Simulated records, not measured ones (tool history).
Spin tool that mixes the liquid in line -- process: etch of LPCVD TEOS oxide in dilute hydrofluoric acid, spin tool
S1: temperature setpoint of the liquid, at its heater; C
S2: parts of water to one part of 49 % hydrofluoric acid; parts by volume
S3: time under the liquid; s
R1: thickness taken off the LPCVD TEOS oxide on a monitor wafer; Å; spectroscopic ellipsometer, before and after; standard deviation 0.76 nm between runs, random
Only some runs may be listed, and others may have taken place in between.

run,hour,S1,S2,S3,R1
1,0.0,20.0,95,270,464.37
2,8.2,21.5,85,270,561.62
3,14.5,21.5,85,290,600.56
4,23.4,21.5,105,290,474.54
# hour 29.9: hydrofluoric acid flow meter replaced
5,29.9,24.0,105,290,560.57
6,34.5,25.0,100,290,610.61
7,39.1,25.5,95,290,671.11
8,42.7,26.0,90,290,725.02

For run 9, what comes out?
9,51.2,26.5,85,290,?

For run 9 the tool returned R1 777.43 Å.

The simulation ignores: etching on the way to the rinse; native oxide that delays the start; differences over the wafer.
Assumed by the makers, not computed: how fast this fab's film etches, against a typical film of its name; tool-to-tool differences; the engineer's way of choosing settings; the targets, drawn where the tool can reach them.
